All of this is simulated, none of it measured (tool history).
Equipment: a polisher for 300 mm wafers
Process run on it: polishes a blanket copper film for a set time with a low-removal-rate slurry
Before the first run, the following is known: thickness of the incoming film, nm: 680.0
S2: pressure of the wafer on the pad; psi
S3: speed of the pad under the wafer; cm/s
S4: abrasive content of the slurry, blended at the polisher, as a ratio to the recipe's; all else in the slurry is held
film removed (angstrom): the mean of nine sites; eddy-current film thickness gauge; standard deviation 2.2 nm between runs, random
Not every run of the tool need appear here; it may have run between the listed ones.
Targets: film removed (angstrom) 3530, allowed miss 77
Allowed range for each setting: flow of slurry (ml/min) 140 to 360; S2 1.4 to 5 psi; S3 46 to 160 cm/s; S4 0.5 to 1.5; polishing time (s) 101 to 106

run 1 hour=0 | flow_of_slurry_(ml/min)=230 S2=3.2 S3=102 S4=1 polishing_time_(s)=101 | film_removed_(angstrom)=2926.7
run 2 hour=6.8 | flow_of_slurry_(ml/min)=230 S2=3.2 S3=102 S4=1 polishing_time_(s)=101 | film_removed_(angstrom)=2926.6
run 3 hour=10.8 | flow_of_slurry_(ml/min)=230 S2=3.7 S3=102 S4=1 polishing_time_(s)=101 | film_removed_(angstrom)=3362
run 4 hour=12.3 | flow_of_slurry_(ml/min)=230 S2=3.2 S3=102 S4=1 polishing_time_(s)=101 | film_removed_(angstrom)=2931.6
run 5 hour=17.8 | flow_of_slurry_(ml/min)=230 S2=3.2 S3=90 S4=1 polishing_time_(s)=101 | film_removed_(angstrom)=2594.7
run 6 hour=23.4 | flow_of_slurry_(ml/min)=235 S2=3.4 S3=90 S4=1 polishing_time_(s)=101 | film_removed_(angstrom)=2759.7
-- hour=24.5 worn pad replaced by a new one
run 7 hour=24.5 | flow_of_slurry_(ml/min)=240 S2=3.5 S3=90 S4=1 polishing_time_(s)=101 | film_removed_(angstrom)=3016
run 8 hour=26 | flow_of_slurry_(ml/min)=250 S2=3.5 S3=90 S4=1 polishing_time_(s)=101 | film_removed_(angstrom)=3069.6

4 candidate next runs follow, results not yet known. Just one meets every target within its allowed miss. Identify it.
run A hour=27.5 | flow_of_slurry_(ml/min)=195 S2=3.8 S3=90 S4=1.2 polishing_time_(s)=106 | film_removed_(angstrom)=?
run B hour=27.5 | flow_of_slurry_(ml/min)=220 S2=3.5 S3=98 S4=0.95 polishing_time_(s)=102 | film_removed_(angstrom)=?
run C hour=27.5 | flow_of_slurry_(ml/min)=160 S2=4.1 S3=88 S4=1 polishing_time_(s)=102 | film_removed_(angstrom)=?
run D hour=27.5 | flow_of_slurry_(ml/min)=250 S2=3.3 S3=86 S4=1 polishing_time_(s)=101 | film_removed_(angstrom)=?

move=A film_removed_(angstrom)=3501.3
move=B film_removed_(angstrom)=3278.4
move=C film_removed_(angstrom)=3341.8
move=D film_removed_(angstrom)=2764.7
A: every result lands within tolerance
B: moves toward the targets from the last run without getting all of them in spec
C: moves toward the targets from the last run without getting all of them in spec
D: the biggest miss grows against the last run
A meets every target.

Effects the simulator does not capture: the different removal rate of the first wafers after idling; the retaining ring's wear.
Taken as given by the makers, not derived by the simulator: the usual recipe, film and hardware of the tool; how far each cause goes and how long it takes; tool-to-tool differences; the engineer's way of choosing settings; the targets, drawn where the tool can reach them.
